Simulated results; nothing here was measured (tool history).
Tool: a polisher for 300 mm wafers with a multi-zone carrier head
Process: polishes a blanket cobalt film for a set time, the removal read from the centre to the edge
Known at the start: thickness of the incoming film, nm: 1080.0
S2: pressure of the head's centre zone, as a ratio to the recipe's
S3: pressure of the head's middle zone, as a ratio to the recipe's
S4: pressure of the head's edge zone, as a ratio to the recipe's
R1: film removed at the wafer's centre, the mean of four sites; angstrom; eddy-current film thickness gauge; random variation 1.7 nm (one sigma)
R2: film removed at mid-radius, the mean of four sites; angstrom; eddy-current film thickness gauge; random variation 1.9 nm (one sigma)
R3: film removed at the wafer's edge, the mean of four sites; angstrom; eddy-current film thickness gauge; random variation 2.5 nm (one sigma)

Run 1, hour 0.0: flow of slurry (ml/min) 215, S2 1.00, S3 1.00, S4 1.00, polishing time (s) 41. Result: R1 1685.4 angstrom, R2 1663.8 angstrom, R3 1686.3 angstrom.
Run 2, hour 7.7: flow of slurry (ml/min) 225, S2 1.02, S3 1.01, S4 1.02, polishing time (s) 42. Result: R1 1775.5 angstrom, R2 1733.3 angstrom, R3 1714.2 angstrom.
Run 3, hour 10.7: flow of slurry (ml/min) 220, S2 1.03, S3 1.01, S4 1.03, polishing time (s) 43. Result: R1 1835.0 angstrom, R2 1782.6 angstrom, R3 1790.9 angstrom.
Run 4, hour 11.5: flow of slurry (ml/min) 220, S2 1.03, S3 1.01, S4 1.03, polishing time (s) 52. Result: R1 2223.3 angstrom, R2 2139.6 angstrom, R3 2153.5 angstrom.
Run 5, hour 12.9: flow of slurry (ml/min) 230, S2 1.04, S3 1.01, S4 1.03, polishing time (s) 52. Result: R1 2226.8 angstrom, R2 2196.8 angstrom, R3 2184.1 angstrom.
Run 6, hour 15.1: flow of slurry (ml/min) 230, S2 1.06, S3 1.00, S4 1.03, polishing time (s) 52. Result: R1 2279.7 angstrom, R2 2104.7 angstrom, R3 2162.4 angstrom.
Run 7, hour 21.9: flow of slurry (ml/min) 235, S2 1.07, S3 1.00, S4 1.03, polishing time (s) 52. Result: R1 2283.4 angstrom, R2 2165.0 angstrom, R3 2193.1 angstrom.
Run 8, hour 29.8: flow of slurry (ml/min) 235, S2 1.09, S3 1.00, S4 1.02, polishing time (s) 52. Result: R1 2337.2 angstrom, R2 2145.2 angstrom, R3 2163.3 angstrom.

The next listed run, before its measurement:
Run 9, hour 33.6: flow of slurry (ml/min) 240, S2 1.10, S3 1.00, S4 1.02, polishing time (s) 52. Result: R1 ?, R2 ?, R3 ?.

{"run 9": {"R1": 2403.0, "R2": 2161.2, "R3": 2210.6}}
